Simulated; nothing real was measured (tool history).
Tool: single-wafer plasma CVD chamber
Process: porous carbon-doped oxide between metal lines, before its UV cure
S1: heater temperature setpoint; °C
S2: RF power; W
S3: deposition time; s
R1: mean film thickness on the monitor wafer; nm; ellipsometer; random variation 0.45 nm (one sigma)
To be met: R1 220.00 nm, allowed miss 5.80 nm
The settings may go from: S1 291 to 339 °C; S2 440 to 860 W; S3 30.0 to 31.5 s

run,hour,S1,S2,S3,R1
1,0.0,315,650,31.5,178.93
2,2.2,311,680,31.5,187.91
3,8.7,308,700,31.5,193.15
4,15.0,314,700,31.5,188.01
5,22.6,310,725,31.5,195.77
6,28.9,307,740,31.5,200.56
7,29.4,305,755,31.5,205.05
8,38.4,303,765,31.5,209.02

Which of these 5 next moves meets every target?
A,47.4,305,780,30.4,?
B,47.4,292,720,30.0,?
C,47.4,293,770,30.0,?
D,47.4,298,670,30.0,?
E,47.4,302,860,30.8,?

move,R1
A,201.54
B,202.41
C,209.60
D,188.09
E,219.43
A: further off than the last run
B: further off than the last run
C: nearer than the last run, and not there yet
D: further off than the last run
E: meets every target
Answer: E

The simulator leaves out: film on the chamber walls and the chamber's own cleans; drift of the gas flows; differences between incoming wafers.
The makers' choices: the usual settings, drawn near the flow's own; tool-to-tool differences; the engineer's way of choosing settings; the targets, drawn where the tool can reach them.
